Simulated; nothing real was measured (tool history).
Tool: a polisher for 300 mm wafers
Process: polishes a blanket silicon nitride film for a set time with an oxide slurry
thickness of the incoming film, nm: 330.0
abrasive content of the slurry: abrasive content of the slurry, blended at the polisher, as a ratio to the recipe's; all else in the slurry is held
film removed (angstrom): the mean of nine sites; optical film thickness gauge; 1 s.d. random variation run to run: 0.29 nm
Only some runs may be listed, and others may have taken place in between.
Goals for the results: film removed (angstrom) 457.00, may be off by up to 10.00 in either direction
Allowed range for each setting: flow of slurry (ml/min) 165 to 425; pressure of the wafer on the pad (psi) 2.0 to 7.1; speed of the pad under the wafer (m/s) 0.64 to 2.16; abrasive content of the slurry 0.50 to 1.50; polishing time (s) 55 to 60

| run | hour | flow of slurry (ml/min) | pressure of the wafer on the pad (psi) | speed of the pad under the wafer (m/s) | abrasive content of the slurry | polishing time (s) | film removed (angstrom) |
|---|---|---|---|---|---|---|---|
| 1 | 0.0 | 275 | 4.5 | 1.40 | 1.00 | 60 | 651.36 |
| 2 | 0.9 | 275 | 4.5 | 1.58 | 1.00 | 60 | 699.84 |
| 3 | 9.0 | 270 | 4.2 | 1.58 | 1.00 | 60 | 643.52 |
| 4 | 12.7 | 270 | 4.2 | 1.40 | 1.00 | 60 | 601.51 |
| 5 | 15.8 | 270 | 4.2 | 1.40 | 1.05 | 60 | 618.00 |
| 6 | 23.0 | 210 | 4.2 | 1.40 | 1.05 | 60 | 595.96 |
| 7 | 29.0 | 205 | 4.0 | 1.40 | 1.05 | 60 | 567.07 |
| 8 | 34.7 | 200 | 3.9 | 1.40 | 1.05 | 60 | 552.17 |
| 9 | 36.1 | 200 | 3.8 | 1.40 | 1.05 | 60 | 542.06 |
| 10 | 41.0 | 200 | 3.7 | 1.40 | 1.05 | 60 | 522.18 |
| 11 | 47.9 | 200 | 3.6 | 1.40 | 1.05 | 60 | 504.93 |
| 12 | 54.8 | 195 | 3.1 | 1.40 | 1.05 | 60 | 435.79 |

Exercise: of the 5 proposed moves below, exactly one satisfies all targets within the stated allowed misses. Which move is it?
| A | 61.7 | 175 | 3.5 | 1.32 | 1.10 | 60 | ? |
| B | 61.7 | 225 | 3.6 | 0.86 | 1.10 | 60 | ? |
| C | 61.7 | 185 | 2.7 | 1.78 | 1.15 | 60 | ? |
| D | 61.7 | 185 | 2.8 | 1.60 | 1.10 | 57 | ? |
| E | 61.7 | 265 | 3.2 | 1.48 | 0.95 | 55 | ? |

| move | film removed (angstrom) |
|---|---|
| A | 479.34 |
| B | 408.27 |
| C | 457.00 |
| D | 414.92 |
| E | 432.05 |
A: pushes the last run's worst result past its target
B: misses by more than the last run did
C: all results in spec
D: misses by more than the last run did
E: misses by more than the last run did
So the answer is move C, the one that meets all the targets.
